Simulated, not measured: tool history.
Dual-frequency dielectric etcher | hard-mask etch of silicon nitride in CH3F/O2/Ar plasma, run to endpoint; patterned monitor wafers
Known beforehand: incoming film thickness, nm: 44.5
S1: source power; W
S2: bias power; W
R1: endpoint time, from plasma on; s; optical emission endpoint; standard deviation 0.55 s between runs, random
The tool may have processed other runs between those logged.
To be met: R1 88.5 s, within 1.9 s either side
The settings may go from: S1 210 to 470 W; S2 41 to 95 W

run	hour	S1	S2	R1
1	0	340	68	72.539
2	1.2	340	80	68.677
3	2.3	340	91	65.488
4	6.2	340	95	65.268
5	14.7	340	86	67.425
6	18.2	320	82	69.69
7	27.1	320	82	69.214
8	32.9	320	82	69.872
9	36	310	79	71.862
10	42.8	300	77	73.152
11	44.6	290	75	74.501
12	45.2	280	73	77.136
13	47.7	270	72	77.356
14	55.8	260	70	80.059
15	62.5	250	69	81.899
16	63.7	210	62	90.577

Next run, 5 choices. One meets every target within its allowed miss, the rest don't. Which?
A	64.9	210	54	?
B	64.9	210	60	?
C	64.9	230	52	?
D	64.9	240	58	?
E	64.9	220	55	?

move	R1
A	95.514
B	91.704
C	93.765
D	88.564
E	93.269
A: its largest miss is bigger than the last run's
B: its largest miss is bigger than the last run's
C: its largest miss is bigger than the last run's
D: meets every target
E: its largest miss is bigger than the last run's
Move D is the one to make.

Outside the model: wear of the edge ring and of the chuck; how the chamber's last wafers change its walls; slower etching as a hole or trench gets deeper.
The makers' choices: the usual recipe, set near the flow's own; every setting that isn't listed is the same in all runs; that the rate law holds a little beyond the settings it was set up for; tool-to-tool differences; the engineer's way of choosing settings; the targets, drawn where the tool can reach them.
